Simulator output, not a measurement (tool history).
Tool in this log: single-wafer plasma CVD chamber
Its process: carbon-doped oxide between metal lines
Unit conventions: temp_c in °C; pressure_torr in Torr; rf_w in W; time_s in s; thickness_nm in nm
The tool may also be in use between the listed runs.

run 1 day=0 | temp_c=325 pressure_torr=6.39 rf_w=530 time_s=24.5 | thickness_nm=147.06
run 2 day=0.15 | temp_c=325 pressure_torr=6.39 rf_w=580 time_s=24.5 | thickness_nm=156.08
run 3 day=0.442 | temp_c=325 pressure_torr=6.39 rf_w=580 time_s=24.5 | thickness_nm=157.39
run 4 day=0.492 | temp_c=316 pressure_torr=6.39 rf_w=580 time_s=24.5 | thickness_nm=161.28
run 5 day=0.571 | temp_c=326 pressure_torr=6.39 rf_w=580 time_s=24.5 | thickness_nm=156.28
run 6 day=0.875 | temp_c=323 pressure_torr=6.56 rf_w=595 time_s=24.5 | thickness_nm=160.27
run 7 day=1.012 | temp_c=320 pressure_torr=6.6 rf_w=610 time_s=24.5 | thickness_nm=164.67

Estimate the outcome of run 8 from the log above:
run 8 day=1.042 | temp_c=318 pressure_torr=6.64 rf_w=620 time_s=24.5 | thickness_nm=?

thickness_nm: 168.09 nm
